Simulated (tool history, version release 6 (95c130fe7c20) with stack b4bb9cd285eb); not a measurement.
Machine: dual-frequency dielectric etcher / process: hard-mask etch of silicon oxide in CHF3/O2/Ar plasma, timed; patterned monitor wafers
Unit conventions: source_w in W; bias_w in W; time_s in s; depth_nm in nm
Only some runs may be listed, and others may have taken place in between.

run    day  source_w  bias_w  time_s  depth_nm
  1      0       880     212    30.5    71.913
  2  0.358       830     208    30.5    68.586
  3  0.521       830     208    31.5    70.416
  4  0.846       920     208    31.5    73.745
  5  0.967       860     203    31.5    71.047
  6  1.175       800     203    31.5    69.257
  7  1.525       770     201    31.5    68.313
  8  1.704       740     199    31.5    67.719
  9  2.042       710     197    31.5    66.111

Run 10 is up next; what results do you expect?
 10  2.258       690     196    31.5         ?

Run 10 measured depth_nm 65.909 nm.

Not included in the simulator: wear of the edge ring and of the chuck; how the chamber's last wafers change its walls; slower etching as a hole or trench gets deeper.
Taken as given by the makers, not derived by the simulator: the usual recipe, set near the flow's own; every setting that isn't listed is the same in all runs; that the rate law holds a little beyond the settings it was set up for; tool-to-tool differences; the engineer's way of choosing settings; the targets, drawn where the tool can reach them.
